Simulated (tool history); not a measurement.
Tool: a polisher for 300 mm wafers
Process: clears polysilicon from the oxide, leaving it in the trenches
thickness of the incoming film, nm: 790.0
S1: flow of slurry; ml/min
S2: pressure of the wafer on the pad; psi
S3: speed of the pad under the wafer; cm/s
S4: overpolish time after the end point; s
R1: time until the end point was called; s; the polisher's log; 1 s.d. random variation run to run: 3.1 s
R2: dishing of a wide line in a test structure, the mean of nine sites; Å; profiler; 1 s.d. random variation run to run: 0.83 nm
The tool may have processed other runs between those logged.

| run | hour | S1 | S2 | S3 | S4 | R1 | R2 |
|---|---|---|---|---|---|---|---|
| 1 | 0.0 | 195 | 1.8 | 120 | 29 | 94.081 | 565.72 |
| 2 | 6.8 | 195 | 1.5 | 120 | 29 | 110.760 | 556.70 |
| 3 | 10.7 | 185 | 1.3 | 100 | 27 | 157.580 | 512.41 |
| 4 | 12.1 | 185 | 1.3 | 100 | 15 | 154.420 | 419.92 |
| 5 | 20.8 | 180 | 1.2 | 92 | 21 | 182.590 | 455.42 |
| 6 | 25.8 | 180 | 1.2 | 92 | 11 | 180.870 | 325.64 |
| 7 | 34.2 | 165 | 0.8 | 60 | 25 | 403.880 | 325.57 |
| 8 | 38.1 | 190 | 0.9 | 60 | 30 | 358.320 | 396.89 |
| 9 | 39.6 | 190 | 0.9 | 60 | 30 | 357.570 | 390.85 |
| 10 | 41.4 | 215 | 0.9 | 60 | 31 | 347.390 | 412.03 |
| 11 | 47.2 | 235 | 0.9 | 60 | 32 | 343.360 | 414.83 |

Run 12 comes next. What will it give?
| 12 | 54.2 | 245 | 1.0 | 60 | 35 | ? | ? |

R1: 312.570 s
R2: 459.70 Å
